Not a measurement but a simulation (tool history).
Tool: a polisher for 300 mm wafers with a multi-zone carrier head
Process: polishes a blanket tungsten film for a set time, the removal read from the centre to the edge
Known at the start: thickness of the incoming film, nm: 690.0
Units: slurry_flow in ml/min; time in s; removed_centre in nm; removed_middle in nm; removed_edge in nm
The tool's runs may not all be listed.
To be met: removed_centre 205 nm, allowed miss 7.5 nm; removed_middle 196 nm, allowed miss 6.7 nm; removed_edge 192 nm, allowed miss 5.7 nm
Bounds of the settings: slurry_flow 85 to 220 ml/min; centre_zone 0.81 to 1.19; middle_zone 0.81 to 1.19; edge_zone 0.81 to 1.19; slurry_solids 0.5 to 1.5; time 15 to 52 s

| run | hour | slurry_flow | centre_zone | middle_zone | edge_zone | slurry_solids | time | removed_centre | removed_middle | removed_edge |
|---|---|---|---|---|---|---|---|---|---|---|
| 1 | 0 | 140 | 1 | 1 | 1 | 1 | 33 | 230.54 | 232.25 | 231.79 |
| 2 | 7.5 | 135 | 1 | 0.99 | 0.97 | 0.95 | 33 | 220.57 | 221.82 | 224.87 |
| 3 | 10.9 | 155 | 1 | 0.99 | 0.97 | 0.95 | 33 | 230.56 | 224.37 | 231.86 |
| 4 | 12.6 | 155 | 1 | 1.07 | 0.97 | 0.95 | 33 | 231.59 | 241.8 | 232.77 |
| 5 | 16.4 | 145 | 1.01 | 1.05 | 0.94 | 0.95 | 33 | 232.06 | 239.76 | 224.02 |
| 6 | 19.1 | 160 | 1.01 | 1.05 | 0.94 | 0.95 | 33 | 235.25 | 246.97 | 228.3 |
| 7 | 20.2 | 120 | 0.99 | 0.95 | 0.84 | 0.7 | 33 | 192.69 | 191 | 184.67 |
| 8 | 27.3 | 125 | 0.99 | 0.95 | 0.84 | 0.7 | 33 | 196.82 | 188.98 | 187.74 |

Which of these 4 next moves meets every target?
| A | 34.4 | 160 | 1 | 1.02 | 0.85 | 0.65 | 30 | ? | ? | ? |
| B | 34.4 | 115 | 0.97 | 0.97 | 0.87 | 0.7 | 31 | ? | ? | ? |
| C | 34.4 | 105 | 0.97 | 0.94 | 0.91 | 0.65 | 35 | ? | ? | ? |
| D | 34.4 | 110 | 1.05 | 1 | 0.9 | 0.6 | 36 | ? | ? | ? |

| move | removed_centre | removed_middle | removed_edge |
|---|---|---|---|
| A | 180.74 | 184.87 | 169.82 |
| B | 172.79 | 176.45 | 174.5 |
| C | 183.84 | 183.53 | 191.69 |
| D | 200.21 | 193.86 | 190.43 |
A: further off than the last run
B: further off than the last run
C: further off than the last run
D: meets every target
Answer: D
